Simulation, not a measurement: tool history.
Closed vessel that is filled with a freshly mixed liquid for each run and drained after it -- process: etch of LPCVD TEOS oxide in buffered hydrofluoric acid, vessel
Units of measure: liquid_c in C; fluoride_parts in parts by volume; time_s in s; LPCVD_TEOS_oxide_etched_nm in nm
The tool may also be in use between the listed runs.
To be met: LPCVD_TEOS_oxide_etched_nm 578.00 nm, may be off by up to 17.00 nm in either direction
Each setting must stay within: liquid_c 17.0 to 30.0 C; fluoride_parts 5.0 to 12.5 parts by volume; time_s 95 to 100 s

run	hour	liquid_c	fluoride_parts	time_s	LPCVD_TEOS_oxide_etched_nm
1	0.0	22.0	7.5	95	333.29
2	4.2	22.0	7.5	100	356.14
3	5.4	22.0	7.5	100	355.53
4	10.7	23.5	7.5	100	384.13
5	18.1	24.5	7.5	100	401.30
6	20.6	25.5	7.5	100	432.35
7	22.8	26.0	7.5	100	439.10
# hour 30.3: thermometer replaced
8	30.3	26.5	7.5	100	500.32
9	38.7	27.0	7.5	100	507.07
10	43.5	27.5	7.5	100	513.62
11	51.7	28.0	7.5	100	532.68
12	59.1	28.5	7.5	100	553.77

Which single option among these 4 for the next run brings every result within its allowed miss of target? Just one does.
A	66.5	28.0	7.0	100	?
B	66.5	29.5	8.0	100	?
C	66.5	27.0	7.0	95	?
D	66.5	28.5	8.0	100	?

move	LPCVD_TEOS_oxide_etched_nm
A	574.05
B	537.97
C	517.09
D	510.35
A: all results in spec
B: moves away from the targets compared with the last run
C: moves away from the targets compared with the last run
D: moves away from the targets compared with the last run
Answer: A
